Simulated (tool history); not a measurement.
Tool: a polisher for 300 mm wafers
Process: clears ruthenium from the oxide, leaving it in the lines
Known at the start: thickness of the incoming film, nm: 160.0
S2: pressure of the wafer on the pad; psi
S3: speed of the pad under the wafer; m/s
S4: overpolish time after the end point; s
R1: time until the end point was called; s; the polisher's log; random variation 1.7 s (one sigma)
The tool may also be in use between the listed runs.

Run 1, hour 0.0: flow of slurry (ml/min) 145, S2 2.3 psi, S3 1.24 m/s, S4 15 s. Result: R1 105.27 s.
Run 2, hour 4.8: flow of slurry (ml/min) 125, S2 2.3 psi, S3 1.24 m/s, S4 15 s. Result: R1 107.81 s.
Run 3, hour 6.6: flow of slurry (ml/min) 95, S2 2.3 psi, S3 1.24 m/s, S4 15 s. Result: R1 111.97 s.
Run 4, hour 8.3: flow of slurry (ml/min) 95, S2 2.2 psi, S3 1.24 m/s, S4 15 s. Result: R1 117.75 s.
Run 5, hour 11.6: flow of slurry (ml/min) 95, S2 2.2 psi, S3 1.24 m/s, S4 12 s. Result: R1 115.70 s.
Run 6, hour 15.6: flow of slurry (ml/min) 95, S2 2.2 psi, S3 1.24 m/s, S4 12 s. Result: R1 116.91 s.
Run 7, hour 20.0: flow of slurry (ml/min) 95, S2 2.1 psi, S3 1.24 m/s, S4 12 s. Result: R1 119.11 s.

Run 8 comes next. What will it give?
Run 8, hour 22.0: flow of slurry (ml/min) 95, S2 2.0 psi, S3 1.24 m/s, S4 12 s. Result: R1 ?.

R1: 123.03 s
